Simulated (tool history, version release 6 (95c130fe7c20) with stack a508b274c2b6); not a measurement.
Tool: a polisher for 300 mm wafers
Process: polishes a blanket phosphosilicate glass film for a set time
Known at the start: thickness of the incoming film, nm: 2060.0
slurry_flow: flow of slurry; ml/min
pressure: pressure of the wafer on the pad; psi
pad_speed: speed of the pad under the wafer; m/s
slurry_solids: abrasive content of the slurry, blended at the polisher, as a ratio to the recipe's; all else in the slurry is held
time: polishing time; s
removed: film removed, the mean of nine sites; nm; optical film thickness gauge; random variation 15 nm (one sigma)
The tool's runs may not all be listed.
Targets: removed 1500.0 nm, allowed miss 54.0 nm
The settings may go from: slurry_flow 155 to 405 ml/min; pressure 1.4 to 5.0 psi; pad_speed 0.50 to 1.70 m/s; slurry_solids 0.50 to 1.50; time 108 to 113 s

run,hour,slurry_flow,pressure,pad_speed,slurry_solids,time,removed
1,0.0,260,3.2,1.10,1.00,108,976.5
2,2.2,260,3.6,1.10,1.00,108,1067.6
3,4.5,260,3.6,1.26,1.00,108,1174.4
4,10.7,260,3.6,1.06,1.00,108,1044.6
5,18.7,260,4.0,1.08,1.00,108,1144.7
6,24.8,260,4.0,1.08,0.90,108,1100.0
7,27.6,260,4.3,1.12,0.90,108,1236.9
8,31.6,260,4.5,1.12,0.90,108,1256.0
9,36.0,260,4.7,1.16,0.90,108,1337.1
10,44.2,260,4.8,1.18,0.90,108,1400.6
11,48.8,260,4.9,1.20,0.90,108,1431.4

Which of these 4 next moves meets every target?
A,53.4,260,4.8,1.12,1.00,108,?
B,53.4,250,4.7,1.36,0.80,109,?
C,53.4,270,4.6,1.18,1.00,108,?
D,53.4,230,5.0,1.26,0.95,113,?

move,removed
A,1396.8
B,1499.2
C,1408.3
D,1608.2
A: further off than the last run
B: meets every target
C: further off than the last run
D: takes the result that was furthest off past its target
Move B is the one to make.
